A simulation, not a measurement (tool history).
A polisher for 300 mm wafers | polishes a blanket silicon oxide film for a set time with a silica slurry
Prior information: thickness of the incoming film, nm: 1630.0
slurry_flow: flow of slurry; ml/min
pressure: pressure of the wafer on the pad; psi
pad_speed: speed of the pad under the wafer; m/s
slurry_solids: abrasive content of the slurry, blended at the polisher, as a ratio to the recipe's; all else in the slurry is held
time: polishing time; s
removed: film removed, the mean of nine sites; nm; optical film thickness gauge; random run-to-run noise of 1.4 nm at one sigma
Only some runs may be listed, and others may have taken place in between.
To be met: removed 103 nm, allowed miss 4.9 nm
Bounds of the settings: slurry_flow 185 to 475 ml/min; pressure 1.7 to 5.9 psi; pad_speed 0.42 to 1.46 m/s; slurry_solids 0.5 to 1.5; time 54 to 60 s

Run 1, day 0: slurry_flow 305 ml/min, pressure 3.8 psi, pad_speed 0.94 m/s, slurry_solids 1, time 60 s. Result: removed 132.97 nm.
Run 2, day 0.046: slurry_flow 305 ml/min, pressure 3.5 psi, pad_speed 0.94 m/s, slurry_solids 1, time 60 s. Result: removed 119.22 nm.
Run 3, day 0.362: slurry_flow 305 ml/min, pressure 3.5 psi, pad_speed 1.06 m/s, slurry_solids 1, time 60 s. Result: removed 130.36 nm.
Run 4, day 0.408: slurry_flow 305 ml/min, pressure 3.5 psi, pad_speed 1.06 m/s, slurry_solids 1, time 54 s. Result: removed 118.42 nm.
Run 5, day 0.492: slurry_flow 240 ml/min, pressure 3.5 psi, pad_speed 1.06 m/s, slurry_solids 1, time 54 s. Result: removed 117.64 nm.
Run 6, day 0.833: slurry_flow 240 ml/min, pressure 3.5 psi, pad_speed 1.06 m/s, slurry_solids 1.1, time 54 s. Result: removed 120.27 nm.
Run 7, day 0.917: slurry_flow 240 ml/min, pressure 3.4 psi, pad_speed 1.06 m/s, slurry_solids 1.1, time 54 s. Result: removed 116.65 nm.
Run 8, day 1.167: slurry_flow 240 ml/min, pressure 3.3 psi, pad_speed 1.06 m/s, slurry_solids 1.1, time 54 s. Result: removed 112.03 nm.
Run 9, day 1.5: slurry_flow 240 ml/min, pressure 3.2 psi, pad_speed 1.06 m/s, slurry_solids 1.1, time 54 s. Result: removed 108.4 nm.

4 next moves are on the table. One of them brings every result within its allowed miss. Which?
Run A, day 1.833: slurry_flow 240 ml/min, pressure 3.5 psi, pad_speed 1.12 m/s, slurry_solids 0.9, time 56 s. Result: removed ?.
Run B, day 1.833: slurry_flow 220 ml/min, pressure 3.4 psi, pad_speed 0.8 m/s, slurry_solids 1.2, time 59 s. Result: removed ?.
Run C, day 1.833: slurry_flow 225 ml/min, pressure 3.1 psi, pad_speed 1.02 m/s, slurry_solids 1.2, time 58 s. Result: removed ?.
Run D, day 1.833: slurry_flow 255 ml/min, pressure 3.4 psi, pad_speed 1.04 m/s, slurry_solids 0.85, time 60 s. Result: removed ?.

move  removed
   A   118.12
   B   102.89
   C   112.19
   D   114.19
A: misses by more than the last run did
B: each result inside its tolerance
C: misses by more than the last run did
D: misses by more than the last run did
Correct choice: B, which meets every target
